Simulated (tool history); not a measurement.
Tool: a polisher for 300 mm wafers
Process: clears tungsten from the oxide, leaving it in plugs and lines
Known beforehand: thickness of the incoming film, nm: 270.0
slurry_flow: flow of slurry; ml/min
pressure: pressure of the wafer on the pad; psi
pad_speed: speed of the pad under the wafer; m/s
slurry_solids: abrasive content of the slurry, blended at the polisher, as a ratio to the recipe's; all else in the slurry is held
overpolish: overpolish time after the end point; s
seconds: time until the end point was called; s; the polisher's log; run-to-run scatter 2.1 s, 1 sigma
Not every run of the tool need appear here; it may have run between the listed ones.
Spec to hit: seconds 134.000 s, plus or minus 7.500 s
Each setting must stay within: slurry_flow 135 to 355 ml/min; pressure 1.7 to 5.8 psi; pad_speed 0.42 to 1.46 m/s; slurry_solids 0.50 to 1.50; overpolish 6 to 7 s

run  hour  slurry_flow  pressure  pad_speed  slurry_solids  overpolish  seconds
  1   0.0          225       3.7       0.94           1.00           7   66.671
  2   2.5          225       3.1       0.90           1.00           7   78.541
  3   5.1          225       3.1       0.90           1.00           7   78.103
  4  13.5          170       3.1       0.90           1.00           7   82.390
  5  20.3          170       3.6       0.90           1.00           7   72.109
  6  24.1          170       4.3       0.90           1.00           7   64.315
  7  32.2          170       4.3       0.90           1.00           7   64.631
  8  35.7          165       3.6       0.82           1.00           7   82.058
  9  37.8          165       3.1       0.78           1.00           7   94.404
 10  46.1          165       2.1       0.70           1.00           7  148.120

Below are 5 possible settings for the next run. Only one of them brings all results inside the allowed miss of their targets. Which is it?
  A  54.4          190       2.1       0.62           1.05           7        ?
  B  54.4          135       1.8       0.70           1.10           7        ?
  C  54.4          150       1.7       0.70           0.95           6        ?
  D  54.4          175       2.4       0.70           0.85           7        ?
  E  54.4          145       1.9       0.74           0.95           7        ?

move  seconds
   A  155.050
   B  166.690
   C  178.030
   D  135.180
   E  156.380
A: lands further from the targets than the last run did
B: lands further from the targets than the last run did
C: lands further from the targets than the last run did
D: in spec on every target
E: lands further from the targets than the last run did
D meets every target.

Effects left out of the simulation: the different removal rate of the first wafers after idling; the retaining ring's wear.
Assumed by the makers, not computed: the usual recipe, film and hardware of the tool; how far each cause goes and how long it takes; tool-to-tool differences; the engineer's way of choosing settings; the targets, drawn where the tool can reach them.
